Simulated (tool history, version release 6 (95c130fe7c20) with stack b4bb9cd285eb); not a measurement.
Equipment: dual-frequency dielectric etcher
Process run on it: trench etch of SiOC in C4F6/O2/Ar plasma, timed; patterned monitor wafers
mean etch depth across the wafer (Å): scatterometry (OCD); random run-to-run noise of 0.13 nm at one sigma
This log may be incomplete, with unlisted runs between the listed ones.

run	hour	source power (W)	bias power (W)	etch time (s)	mean etch depth across the wafer (Å)
1	0.0	420	137	17.0	322.48
2	2.8	420	116	17.0	307.50
3	11.8	420	116	17.0	306.81
4	14.2	420	116	17.0	308.05
5	21.4	420	127	17.0	314.54
6	25.8	400	127	17.0	309.96

What will run 7 give?
7	31.8	440	131	17.0	?

{"run 7": {"mean etch depth across the wafer (Å)": 322.09}}
